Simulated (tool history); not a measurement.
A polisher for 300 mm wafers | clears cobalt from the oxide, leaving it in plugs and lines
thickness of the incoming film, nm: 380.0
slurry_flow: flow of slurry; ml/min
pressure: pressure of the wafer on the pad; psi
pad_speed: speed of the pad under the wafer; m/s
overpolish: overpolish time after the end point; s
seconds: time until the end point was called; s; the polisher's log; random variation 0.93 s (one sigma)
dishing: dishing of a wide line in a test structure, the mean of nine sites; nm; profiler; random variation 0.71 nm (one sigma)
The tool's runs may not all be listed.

{"run": 1, "hour": 0.0, "slurry_flow": 295, "pressure": 1.7, "pad_speed": 0.92, "overpolish": 9, "seconds": 108.56, "dishing": 24.201}
{"run": 2, "hour": 7.1, "slurry_flow": 295, "pressure": 1.8, "pad_speed": 0.92, "overpolish": 9, "seconds": 103.75, "dishing": 25.381}
{"run": 3, "hour": 12.0, "slurry_flow": 295, "pressure": 1.8, "pad_speed": 0.92, "overpolish": 12, "seconds": 101.29, "dishing": 31.022}
{"run": 4, "hour": 14.2, "slurry_flow": 295, "pressure": 1.9, "pad_speed": 0.92, "overpolish": 12, "seconds": 98.858, "dishing": 32.285}
{"run": 5, "hour": 21.5, "slurry_flow": 295, "pressure": 2, "pad_speed": 0.92, "overpolish": 12, "seconds": 92.13, "dishing": 33.11}
{"run": 6, "hour": 24.5, "slurry_flow": 295, "pressure": 2, "pad_speed": 0.92, "overpolish": 9, "seconds": 94.133, "dishing": 27.67}
{"run": 7, "hour": 32.6, "slurry_flow": 295, "pressure": 2.1, "pad_speed": 0.92, "overpolish": 10, "seconds": 89.377, "dishing": 30.625}

Run 8 comes next. What will it give?
{"run": 8, "hour": 34.4, "slurry_flow": 295, "pressure": 2.3, "pad_speed": 0.92, "overpolish": 12, "seconds": "?", "dishing": "?"}

Run 8 gave seconds 81.013 s, dishing 37.013 nm.
